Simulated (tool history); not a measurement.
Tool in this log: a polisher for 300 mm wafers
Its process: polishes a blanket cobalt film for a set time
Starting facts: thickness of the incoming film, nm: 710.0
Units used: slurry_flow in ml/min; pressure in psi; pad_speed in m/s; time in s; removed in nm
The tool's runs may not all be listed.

run    day  slurry_flow  pressure  pad_speed  time  removed
  1  0.000          315       1.9       0.98    72   292.07
  2  0.308          255       1.9       0.98    72   285.47
  3  0.625          255       1.9       0.82    72   238.61
  4  0.850          255       1.9       0.82    75   249.57
  5  1.042          255       1.9       0.82    72   239.97
  6  1.283          255       1.5       0.82    72   207.86
  7  1.629          255       1.5       0.82    72   209.09
  8  1.850          265       1.5       0.82    72   209.69
  9  1.900          275       1.5       0.82    72   208.34
 10  2.212          275       1.5       0.82    72   210.09
 11  2.533          285       1.5       0.82    72   212.43
 12  2.633          295       1.5       0.82    72   212.70
 13  2.696          305       1.5       0.82    72   211.83
 14  2.842          310       1.5       0.82    72   213.44

What will run 15 give?
 15  3.154          320       1.5       0.82    72        ?

removed: 212.63 nm
